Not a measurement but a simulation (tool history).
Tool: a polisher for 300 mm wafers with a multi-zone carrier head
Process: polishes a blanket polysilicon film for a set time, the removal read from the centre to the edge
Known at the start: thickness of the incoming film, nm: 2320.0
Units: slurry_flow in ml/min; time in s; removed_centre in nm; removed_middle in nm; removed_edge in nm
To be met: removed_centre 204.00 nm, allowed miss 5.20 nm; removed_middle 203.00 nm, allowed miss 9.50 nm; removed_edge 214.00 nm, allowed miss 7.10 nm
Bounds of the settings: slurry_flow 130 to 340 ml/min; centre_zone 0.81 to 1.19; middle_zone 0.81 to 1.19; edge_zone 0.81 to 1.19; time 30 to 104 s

run	hour	slurry_flow	centre_zone	middle_zone	edge_zone	time	removed_centre	removed_middle	removed_edge
1	0.0	220	1.00	1.00	1.00	67	412.36	417.11	411.54
2	8.8	220	1.00	1.00	0.93	67	407.06	437.02	396.97
3	17.4	220	1.00	1.00	0.93	51	308.45	335.72	306.60
4	19.7	265	1.00	1.00	0.93	51	317.78	333.80	307.71
5	23.5	265	1.00	0.95	0.93	51	317.53	317.32	312.63
6	26.5	260	0.99	0.93	0.91	48	293.39	285.76	288.92
7	32.1	260	0.98	0.92	0.90	46	277.75	273.29	273.92
8	37.2	200	0.88	0.82	0.83	34	177.66	181.59	190.36
9	43.6	215	0.88	0.82	0.84	34	180.28	184.69	190.04
10	47.8	225	0.89	0.82	0.86	34	184.85	187.40	198.27
11	51.5	235	0.89	0.82	0.86	34	184.64	185.85	199.01
12	59.1	260	0.96	0.89	0.94	36	213.26	209.16	215.16
13	62.4	255	0.95	0.88	0.94	36	210.76	210.47	220.21
14	64.6	250	0.95	0.88	0.94	36	209.48	210.85	216.86

Which of these 5 next moves meets every target?
A	66.8	290	0.91	0.92	0.90	33	?	?	?
B	66.8	260	0.96	0.84	0.95	32	?	?	?
C	66.8	285	0.90	0.83	1.02	34	?	?	?
D	66.8	260	0.98	0.83	0.91	34	?	?	?
E	66.8	275	0.91	0.84	0.89	36	?	?	?

move	removed_centre	removed_middle	removed_edge
A	186.91	203.55	197.59
B	188.86	181.12	195.05
C	190.01	192.30	215.79
D	204.82	190.56	203.22
E	202.66	204.95	213.89
A: takes the result that was furthest off past its target
B: takes the result that was furthest off past its target
C: takes the result that was furthest off past its target
D: brings the result that was furthest off to its target, and leaves another outside
E: meets every target
Answer: E
